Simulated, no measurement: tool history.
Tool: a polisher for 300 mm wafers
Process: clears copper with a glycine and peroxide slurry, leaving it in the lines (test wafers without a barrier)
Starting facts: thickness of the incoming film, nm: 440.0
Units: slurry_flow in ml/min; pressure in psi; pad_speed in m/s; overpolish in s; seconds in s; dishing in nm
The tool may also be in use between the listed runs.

run,hour,slurry_flow,pressure,pad_speed,overpolish,seconds,dishing
1,0.0,295,3.3,1.24,19,50.119,58.583
2,7.7,295,3.3,1.24,26,50.079,61.334
3,13.5,295,3.3,1.24,19,49.998,59.326
4,17.0,295,3.3,1.24,14,50.318,48.536
# hour 24.4: head pressure recalibrated
5,24.4,295,3.3,1.50,14,40.236,53.229
6,30.9,295,3.3,1.28,14,46.071,51.867
7,38.6,295,3.1,1.28,16,48.606,55.614
8,40.1,295,2.8,1.24,15,53.873,48.568

Run 9 has not been measured yet. What should we expect?
9,43.3,295,2.6,1.22,18,?,?

seconds: 59.447 s
dishing: 51.141 nm
